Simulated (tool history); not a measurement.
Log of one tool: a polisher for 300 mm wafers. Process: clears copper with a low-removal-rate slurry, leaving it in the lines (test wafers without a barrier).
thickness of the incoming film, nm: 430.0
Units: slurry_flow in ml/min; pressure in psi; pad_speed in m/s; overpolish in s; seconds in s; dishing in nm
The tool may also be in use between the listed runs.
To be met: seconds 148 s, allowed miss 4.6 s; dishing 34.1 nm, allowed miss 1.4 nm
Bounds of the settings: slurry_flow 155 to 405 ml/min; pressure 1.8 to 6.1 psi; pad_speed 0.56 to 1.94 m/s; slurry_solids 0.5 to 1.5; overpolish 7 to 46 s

run,hour,slurry_flow,pressure,pad_speed,slurry_solids,overpolish,seconds,dishing
1,0,260,3.9,1.24,1,24,72.07,63.041
2,4.6,260,3.6,1.2,1,23,80.576,57.534
3,11.3,260,3.3,1.18,1,22,87.19,52.033
4,16.3,260,3.1,1.14,1,22,95.378,48.966
5,19.1,260,4,1.14,1,22,76.044,57.885
6,20.8,290,4,1.14,1,22,75.701,58.545
7,25,290,3.7,1.12,1,22,82.047,54.136
8,32.8,290,3.7,1.12,1,22,81.052,55.434
9,35.3,280,3.4,1.1,1,22,89.597,50.904
10,41.7,275,3.2,1.08,1,22,98.858,50.005
11,48.3,270,3,1.08,1,21,103.36,45.331
12,56.8,255,1.9,1,1,22,168.15,31.958
13,59.3,265,1.9,1,1,22,167.33,32.055
14,67.1,280,2.4,1,1,21,137.22,37.138
15,74.5,270,2.4,1,1,21,136.83,36.383
16,79.3,265,2.4,1,1,21,134.97,36.742

4 next moves are on the table. One of them brings every result within its allowed miss. Which?
A,84.1,250,1.8,1.16,1.15,24,?,?
B,84.1,225,1.9,1.2,0.85,25,?,?
C,84.1,255,2.3,0.92,1.15,21,?,?
D,84.1,185,2.4,1.04,1.05,19,?,?

move,seconds,dishing
A,148.54,37.749
B,149.28,38.887
C,150.66,34.738
D,137.9,34.555
A: brings the result that was furthest off to its target, and leaves another outside
B: brings the result that was furthest off to its target, and leaves another outside
C: meets every target
D: nearer than the last run, and not there yet
The right move is C.
